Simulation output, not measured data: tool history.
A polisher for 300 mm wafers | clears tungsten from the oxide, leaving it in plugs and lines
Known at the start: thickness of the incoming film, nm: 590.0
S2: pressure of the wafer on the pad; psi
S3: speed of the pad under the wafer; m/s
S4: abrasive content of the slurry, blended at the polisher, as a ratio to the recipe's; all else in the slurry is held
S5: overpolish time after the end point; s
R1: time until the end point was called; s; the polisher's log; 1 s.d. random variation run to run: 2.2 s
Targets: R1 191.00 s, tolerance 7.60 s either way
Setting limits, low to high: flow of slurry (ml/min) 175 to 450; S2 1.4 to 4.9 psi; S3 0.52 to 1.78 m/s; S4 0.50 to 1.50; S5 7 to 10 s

run 1 day=0.000 | flow_of_slurry_(ml/min)=290 S2=3.1 S3=1.14 S4=1.00 S5=10 | R1=158.95
run 2 day=0.129 | flow_of_slurry_(ml/min)=290 S2=3.1 S3=1.14 S4=0.90 S5=10 | R1=163.93
run 3 day=0.429 | flow_of_slurry_(ml/min)=290 S2=3.1 S3=1.34 S4=0.90 S5=10 | R1=142.92
run 4 day=0.475 | flow_of_slurry_(ml/min)=290 S2=3.1 S3=1.54 S4=0.90 S5=10 | R1=124.61
run 5 day=0.850 | flow_of_slurry_(ml/min)=290 S2=3.1 S3=1.70 S4=0.90 S5=10 | R1=111.39
run 6 day=0.929 | flow_of_slurry_(ml/min)=290 S2=2.8 S3=1.70 S4=0.90 S5=10 | R1=118.48
run 7 day=0.988 | flow_of_slurry_(ml/min)=290 S2=2.6 S3=1.66 S4=0.90 S5=10 | R1=130.53
run 8 day=1.246 | flow_of_slurry_(ml/min)=290 S2=2.4 S3=1.64 S4=0.90 S5=10 | R1=136.95
run 9 day=1.625 | flow_of_slurry_(ml/min)=290 S2=2.2 S3=1.62 S4=0.90 S5=10 | R1=148.89
run 10 day=1.929 | flow_of_slurry_(ml/min)=290 S2=2.1 S3=1.62 S4=0.90 S5=10 | R1=151.33
run 11 day=2.042 | flow_of_slurry_(ml/min)=290 S2=1.4 S3=1.58 S4=0.90 S5=10 | R1=199.09

Of the 5 settings listed for the next run, only one would bring every result within its allowed miss of target. Which one?
run A day=2.154 | flow_of_slurry_(ml/min)=245 S2=1.7 S3=1.72 S4=0.85 S5=7 | R1=?
run B day=2.154 | flow_of_slurry_(ml/min)=350 S2=1.4 S3=1.32 S4=1.15 S5=10 | R1=?
run C day=2.154 | flow_of_slurry_(ml/min)=290 S2=1.6 S3=1.48 S4=0.80 S5=9 | R1=?
run D day=2.154 | flow_of_slurry_(ml/min)=435 S2=1.7 S3=1.44 S4=0.65 S5=7 | R1=?
run E day=2.154 | flow_of_slurry_(ml/min)=245 S2=1.5 S3=1.68 S4=0.85 S5=10 | R1=?

move=A R1=177.30
move=B R1=217.56
move=C R1=211.52
move=D R1=217.27
move=E R1=194.95
A: pushes the last run's worst result past its target
B: further off than the last run
C: further off than the last run
D: further off than the last run
E: every result within its allowed miss
E meets every target.
